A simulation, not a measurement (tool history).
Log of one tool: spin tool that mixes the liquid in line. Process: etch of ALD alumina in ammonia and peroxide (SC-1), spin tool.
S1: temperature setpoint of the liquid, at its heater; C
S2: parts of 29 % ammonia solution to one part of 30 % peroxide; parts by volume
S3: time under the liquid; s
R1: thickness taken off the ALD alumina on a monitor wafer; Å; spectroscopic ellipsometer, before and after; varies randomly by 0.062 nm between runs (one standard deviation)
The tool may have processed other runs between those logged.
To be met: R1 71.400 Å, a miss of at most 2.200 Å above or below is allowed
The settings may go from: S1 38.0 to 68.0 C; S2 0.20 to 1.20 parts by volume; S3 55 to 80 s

run 1 hour=0.0 | S1=52.0 S2=0.70 S3=80 | R1=49.611
run 2 hour=5.4 | S1=52.0 S2=0.70 S3=80 | R1=49.123
run 3 hour=10.1 | S1=53.5 S2=0.70 S3=80 | R1=53.204
run 4 hour=17.6 | S1=54.5 S2=0.70 S3=80 | R1=56.867
run 5 hour=18.3 | S1=48.5 S2=0.70 S3=80 | R1=41.501
run 6 hour=27.0 | S1=48.5 S2=0.70 S3=80 | R1=40.716
run 7 hour=28.6 | S1=50.5 S2=0.70 S3=80 | R1=46.455
run 8 hour=35.7 | S1=52.0 S2=0.70 S3=80 | R1=49.414
run 9 hour=44.4 | S1=53.5 S2=0.70 S3=80 | R1=53.953
run 10 hour=49.7 | S1=54.5 S2=0.70 S3=80 | R1=56.478
run 11 hour=50.5 | S1=55.5 S2=0.70 S3=80 | R1=59.534
run 12 hour=52.5 | S1=56.0 S2=0.70 S3=80 | R1=61.825
run 13 hour=57.0 | S1=56.5 S2=0.70 S3=80 | R1=63.918
run 14 hour=59.2 | S1=57.0 S2=0.70 S3=80 | R1=65.310

Which one of the following 5 next-run settings gets every result inside its allowed miss? There is exactly one.
run A hour=61.4 | S1=58.5 S2=0.75 S3=80 | R1=?
run B hour=61.4 | S1=60.0 S2=0.80 S3=80 | R1=?
run C hour=61.4 | S1=57.5 S2=0.70 S3=80 | R1=?
run D hour=61.4 | S1=57.0 S2=0.45 S3=80 | R1=?
run E hour=61.4 | S1=60.0 S2=0.70 S3=80 | R1=?

move=A R1=70.607
move=B R1=76.756
move=C R1=66.590
move=D R1=62.210
move=E R1=75.792
A: hits every target within its allowed miss
B: carries the result that was furthest off beyond its target, to the other side
C: closer than the last run, but not yet in spec
D: lands further from the targets than the last run did
E: carries the result that was furthest off beyond its target, to the other side
The right move is A.

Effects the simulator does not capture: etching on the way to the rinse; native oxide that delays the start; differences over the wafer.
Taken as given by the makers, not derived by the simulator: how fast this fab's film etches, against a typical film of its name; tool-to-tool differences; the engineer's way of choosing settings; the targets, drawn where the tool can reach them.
